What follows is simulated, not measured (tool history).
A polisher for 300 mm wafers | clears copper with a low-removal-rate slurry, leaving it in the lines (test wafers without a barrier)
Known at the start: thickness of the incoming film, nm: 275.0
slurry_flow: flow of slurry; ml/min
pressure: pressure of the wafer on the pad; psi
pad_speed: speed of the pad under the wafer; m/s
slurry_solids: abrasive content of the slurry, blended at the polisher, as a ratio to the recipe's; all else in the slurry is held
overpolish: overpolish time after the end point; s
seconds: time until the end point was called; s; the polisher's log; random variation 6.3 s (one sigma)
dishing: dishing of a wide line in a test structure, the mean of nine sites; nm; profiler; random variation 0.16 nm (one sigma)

run  hour  slurry_flow  pressure  pad_speed  slurry_solids  overpolish  seconds  dishing
  1   0.0          170       2.5       0.82           1.00          25   134.79   32.130
  2   3.4          170       1.9       0.82           1.00          25   167.65   26.621
  3   8.9          170       1.9       0.82           1.00          36   166.37   36.354
  4  10.5          165       1.8       0.74           0.95          32   198.60   29.700
  5  15.5          165       1.8       0.60           0.95          32   249.80   24.069
  6  23.0          170       1.7       0.56           0.95          28   263.76   20.160
  7  24.7          175       1.6       0.52           0.95          25   292.97   15.875

Forecast run 8:
  8  28.8          175       1.6       0.52           0.95          25        ?        ?

Run 8 gave seconds 296.88 s, dishing 16.022 nm.

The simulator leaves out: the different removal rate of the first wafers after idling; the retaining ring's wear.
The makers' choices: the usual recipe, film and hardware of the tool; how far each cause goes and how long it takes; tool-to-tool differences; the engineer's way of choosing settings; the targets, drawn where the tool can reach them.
